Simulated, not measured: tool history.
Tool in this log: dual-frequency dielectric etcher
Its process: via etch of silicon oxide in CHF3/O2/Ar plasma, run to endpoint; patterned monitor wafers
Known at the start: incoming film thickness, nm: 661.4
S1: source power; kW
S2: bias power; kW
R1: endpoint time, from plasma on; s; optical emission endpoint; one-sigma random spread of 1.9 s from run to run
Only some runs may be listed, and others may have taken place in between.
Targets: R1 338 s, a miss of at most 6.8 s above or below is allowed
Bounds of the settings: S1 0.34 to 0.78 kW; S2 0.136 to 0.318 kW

{"run": 1, "hour": 0.0, "S1": 0.56, "S2": 0.227, "R1": 282.62}
{"run": 2, "hour": 1.1, "S1": 0.47, "S2": 0.227, "R1": 307.19}
{"run": 3, "hour": 9.7, "S1": 0.47, "S2": 0.246, "R1": 294.3}
{"run": 4, "hour": 18.6, "S1": 0.44, "S2": 0.246, "R1": 301.35}
{"run": 5, "hour": 22.4, "S1": 0.37, "S2": 0.246, "R1": 320.28}
{"run": 6, "hour": 29.2, "S1": 0.44, "S2": 0.246, "R1": 299.03}
{"run": 7, "hour": 38.3, "S1": 0.41, "S2": 0.24, "R1": 312.05}
{"run": 8, "hour": 45.0, "S1": 0.41, "S2": 0.24, "R1": 309.38}
{"run": 9, "hour": 47.2, "S1": 0.34, "S2": 0.208, "R1": 350.39}

5 candidate next runs follow, results not yet known. Just one meets every target within its allowed miss. Identify it.
{"run": "A", "hour": 49.4, "S1": 0.41, "S2": 0.228, "R1": "?"}
{"run": "B", "hour": 49.4, "S1": 0.34, "S2": 0.235, "R1": "?"}
{"run": "C", "hour": 49.4, "S1": 0.35, "S2": 0.207, "R1": "?"}
{"run": "D", "hour": 49.4, "S1": 0.39, "S2": 0.241, "R1": "?"}
{"run": "E", "hour": 49.4, "S1": 0.35, "S2": 0.179, "R1": "?"}

move=A R1=322.19
move=B R1=338.89
move=C R1=354.04
move=D R1=320.2
move=E R1=376.33
A: pushes the last run's worst result past its target
B: hits every target within its allowed miss
C: its largest miss is bigger than the last run's
D: pushes the last run's worst result past its target
E: its largest miss is bigger than the last run's
The right move is B.
